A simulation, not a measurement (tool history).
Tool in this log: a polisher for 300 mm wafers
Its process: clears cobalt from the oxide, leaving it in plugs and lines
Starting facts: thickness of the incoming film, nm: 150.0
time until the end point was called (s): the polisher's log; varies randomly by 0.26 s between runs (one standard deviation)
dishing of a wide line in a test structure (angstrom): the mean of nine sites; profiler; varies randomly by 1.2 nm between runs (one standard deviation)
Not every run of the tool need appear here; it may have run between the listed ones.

run,day,flow of slurry (ml/min),pressure of the wafer on the pad (kPa),speed of the pad under the wafer (m/s),overpolish time after the end point (s),time until the end point was called (s),dishing of a wide line in a test structure (angstrom)
1,0,170,15.2,1.16,21,20.897,493.44
2,0.267,170,15.2,1.36,21,18.456,524.86
3,0.396,170,16.5,1.36,19,17.233,533.93
4,0.467,175,17.2,1.36,15,16.179,504.61
5,0.529,175,17.9,1.36,15,16.492,485.93
6,0.738,175,17.9,1.36,6,15.691,349.26

Estimate the outcome of run 7 from the log above:
7,0.95,175,18.6,1.36,9,?,?

Run 7 measured time until the end point was called (s) 15.462, dishing of a wide line in a test structure (angstrom) 456.2.

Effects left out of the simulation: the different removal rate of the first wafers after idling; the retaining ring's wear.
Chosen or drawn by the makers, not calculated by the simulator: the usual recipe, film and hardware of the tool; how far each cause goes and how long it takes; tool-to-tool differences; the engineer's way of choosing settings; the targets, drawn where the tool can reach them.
